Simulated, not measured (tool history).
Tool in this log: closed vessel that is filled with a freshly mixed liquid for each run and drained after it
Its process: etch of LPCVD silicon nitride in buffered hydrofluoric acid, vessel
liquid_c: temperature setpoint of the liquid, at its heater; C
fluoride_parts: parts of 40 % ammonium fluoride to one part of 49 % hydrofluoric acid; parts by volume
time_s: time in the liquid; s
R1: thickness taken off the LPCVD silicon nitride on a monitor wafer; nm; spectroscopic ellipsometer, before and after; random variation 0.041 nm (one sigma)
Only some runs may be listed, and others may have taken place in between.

run 1 day=0 | liquid_c=23 fluoride_parts=22.5 time_s=2125 | R1=13.522
run 2 day=0.104 | liquid_c=20 fluoride_parts=22.5 time_s=2125 | R1=11.368
run 3 day=0.183 | liquid_c=22 fluoride_parts=22.5 time_s=2125 | R1=12.808
run 4 day=0.496 | liquid_c=21.5 fluoride_parts=22.5 time_s=2125 | R1=12.455
run 5 day=0.521 | liquid_c=21 fluoride_parts=22.5 time_s=2125 | R1=12.074
run 6 day=0.771 | liquid_c=20.5 fluoride_parts=22.5 time_s=2125 | R1=11.755
run 7 day=1.129 | liquid_c=20 fluoride_parts=22.5 time_s=2125 | R1=11.561

The next listed run, before its measurement:
run 8 day=1.383 | liquid_c=19.5 fluoride_parts=22.5 time_s=2125 | R1=?

{"run 8": {"R1": 11.156}}

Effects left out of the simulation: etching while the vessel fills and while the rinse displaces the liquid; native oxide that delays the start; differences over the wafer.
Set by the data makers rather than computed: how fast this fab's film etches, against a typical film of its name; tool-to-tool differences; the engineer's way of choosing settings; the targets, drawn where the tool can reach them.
